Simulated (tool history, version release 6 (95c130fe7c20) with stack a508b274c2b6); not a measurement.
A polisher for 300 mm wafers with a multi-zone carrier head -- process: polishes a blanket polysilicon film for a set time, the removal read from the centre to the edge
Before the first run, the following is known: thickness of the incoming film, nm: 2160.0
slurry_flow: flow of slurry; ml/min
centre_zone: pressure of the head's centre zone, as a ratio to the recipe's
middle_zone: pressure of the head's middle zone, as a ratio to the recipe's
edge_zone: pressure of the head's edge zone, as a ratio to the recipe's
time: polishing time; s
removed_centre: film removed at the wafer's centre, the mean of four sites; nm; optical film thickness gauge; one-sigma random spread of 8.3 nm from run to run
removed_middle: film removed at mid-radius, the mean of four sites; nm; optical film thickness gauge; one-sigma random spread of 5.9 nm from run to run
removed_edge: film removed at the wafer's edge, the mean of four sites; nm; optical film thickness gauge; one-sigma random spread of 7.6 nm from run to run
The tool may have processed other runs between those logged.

run  hour  slurry_flow  centre_zone  middle_zone  edge_zone  time  removed_centre  removed_middle  removed_edge
  1     0          185            1            1          1    86          708.79          724.37        709.05
  2   5.8          185            1         0.94          1    86           704.8          677.12        703.25
  3   9.9          230            1         0.94          1    86          732.47          707.92        720.37
  4  18.4          230            1         0.94          1    73          630.27          589.06        613.49
  5  21.7          230            1         0.97          1    73          626.07          611.24        616.07
  6  23.8          200            1         0.97          1    73          622.46          602.65         600.2
  7  28.6          250         1.08         1.07        1.1    97          895.06          889.04        865.48
  8  30.6          255         1.08         1.08       1.11    97          890.41          901.91        877.51

Forecast run 9:
  9  35.1          260         1.08         1.09       1.11    97               ?               ?             ?

{"run 9": {"removed_centre": 912.01, "removed_middle": 904.94, "removed_edge": 878.8}}
